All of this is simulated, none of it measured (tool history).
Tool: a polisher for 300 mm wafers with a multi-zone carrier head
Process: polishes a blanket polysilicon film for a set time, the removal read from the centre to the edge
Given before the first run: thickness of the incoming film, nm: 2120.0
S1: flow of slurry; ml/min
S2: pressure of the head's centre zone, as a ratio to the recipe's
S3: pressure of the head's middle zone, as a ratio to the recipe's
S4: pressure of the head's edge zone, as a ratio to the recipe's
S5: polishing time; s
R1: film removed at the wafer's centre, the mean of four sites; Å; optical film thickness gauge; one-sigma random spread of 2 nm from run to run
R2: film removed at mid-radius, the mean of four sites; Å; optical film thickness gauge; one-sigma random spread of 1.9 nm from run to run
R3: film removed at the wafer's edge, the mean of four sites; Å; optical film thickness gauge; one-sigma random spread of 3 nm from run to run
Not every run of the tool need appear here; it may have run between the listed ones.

run	hour	S1	S2	S3	S4	S5	R1	R2	R3
1	0.0	245	1.00	1.00	1.00	42	2434.5	2630.3	2594.2
2	5.9	245	1.07	1.00	1.00	42	2603.9	2624.0	2623.1
3	12.7	300	1.07	1.00	1.00	42	2674.1	2707.9	2601.0
4	17.3	290	1.03	0.98	1.00	42	2502.4	2660.4	2595.7
5	24.4	330	1.03	0.98	1.00	42	2601.3	2663.5	2627.7
6	30.3	320	1.00	0.96	0.99	42	2484.4	2613.9	2651.6
7	32.4	315	0.98	0.95	0.97	41	2398.7	2550.7	2494.5
8	40.2	305	0.96	0.93	0.97	41	2325.3	2498.6	2560.8

Run 9 is up next; what results do you expect?
9	42.4	300	0.95	0.92	0.96	41	?	?	?

Run 9 produced R1 2276.3 Å, R2 2468.5 Å, R3 2546.2 Å.
